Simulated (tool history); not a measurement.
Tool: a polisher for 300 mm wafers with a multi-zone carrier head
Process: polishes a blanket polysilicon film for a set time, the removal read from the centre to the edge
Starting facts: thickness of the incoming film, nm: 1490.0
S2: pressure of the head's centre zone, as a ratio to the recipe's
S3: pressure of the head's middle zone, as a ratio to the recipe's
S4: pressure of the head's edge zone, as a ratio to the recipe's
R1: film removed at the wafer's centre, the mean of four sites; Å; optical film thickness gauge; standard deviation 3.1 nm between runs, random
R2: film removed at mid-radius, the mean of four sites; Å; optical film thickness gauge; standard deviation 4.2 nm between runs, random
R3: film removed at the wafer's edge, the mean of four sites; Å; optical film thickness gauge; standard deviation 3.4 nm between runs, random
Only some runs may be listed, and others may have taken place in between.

Run 1, day 0: flow of slurry (ml/min) 275, S2 1, S3 1, S4 1, polishing time (s) 40. Result: R1 3855.3 Å, R2 3767.2 Å, R3 3810.1 Å.
Run 2, day 0.129: flow of slurry (ml/min) 275, S2 0.97, S3 1, S4 1, polishing time (s) 40. Result: R1 3742.5 Å, R2 3749.6 Å, R3 3788.1 Å.
Run 3, day 0.333: flow of slurry (ml/min) 275, S2 0.99, S3 1, S4 0.98, polishing time (s) 39. Result: R1 3749.2 Å, R2 3569.4 Å, R3 3683.8 Å.
Run 4, day 0.454: flow of slurry (ml/min) 275, S2 0.99, S3 1.07, S4 0.98, polishing time (s) 39. Result: R1 3728.4 Å, R2 3817.7 Å, R3 3669.9 Å.
Run 5, day 0.583: flow of slurry (ml/min) 275, S2 0.99, S3 1.13, S4 0.98, polishing time (s) 39. Result: R1 3696.7 Å, R2 4083.4 Å, R3 3624.3 Å.
Run 6, day 0.888: flow of slurry (ml/min) 275, S2 0.99, S3 1.13, S4 0.98, polishing time (s) 45. Result: R1 4310.3 Å, R2 4583.7 Å, R3 4244.1 Å.
Run 7, day 1.117: flow of slurry (ml/min) 275, S2 1.01, S3 1.12, S4 0.97, polishing time (s) 43. Result: R1 4160.9 Å, R2 4477.7 Å, R3 4132.1 Å.
Run 8, day 1.246: flow of slurry (ml/min) 295, S2 1.03, S3 1.1, S4 0.95, polishing time (s) 41. Result: R1 4116.8 Å, R2 4173.9 Å, R3 3820.9 Å.
Run 9, day 1.375: flow of slurry (ml/min) 305, S2 1.03, S3 1.08, S4 0.94, polishing time (s) 40. Result: R1 3980.7 Å, R2 4081.7 Å, R3 3709.8 Å.
Run 10, day 1.667: flow of slurry (ml/min) 265, S2 1.13, S3 0.98, S4 0.86, polishing time (s) 32. Result: R1 3430.3 Å, R2 3019.4 Å, R3 2885.7 Å.
Run 11, day 1.746: flow of slurry (ml/min) 270, S2 1.13, S3 0.98, S4 0.86, polishing time (s) 32. Result: R1 3472.7 Å, R2 2991.2 Å, R3 2852 Å.
Run 12, day 1.892: flow of slurry (ml/min) 270, S2 1.13, S3 0.98, S4 0.86, polishing time (s) 32. Result: R1 3465.9 Å, R2 2965.3 Å, R3 2884.4 Å.

Estimate the outcome of run 13 from the log above:
Run 13, day 2.154: flow of slurry (ml/min) 275, S2 1.13, S3 0.98, S4 0.86, polishing time (s) 32. Result: R1 ?, R2 ?, R3 ?.

R1: 3472.5 Å
R2: 2950.5 Å
R3: 2821 Å

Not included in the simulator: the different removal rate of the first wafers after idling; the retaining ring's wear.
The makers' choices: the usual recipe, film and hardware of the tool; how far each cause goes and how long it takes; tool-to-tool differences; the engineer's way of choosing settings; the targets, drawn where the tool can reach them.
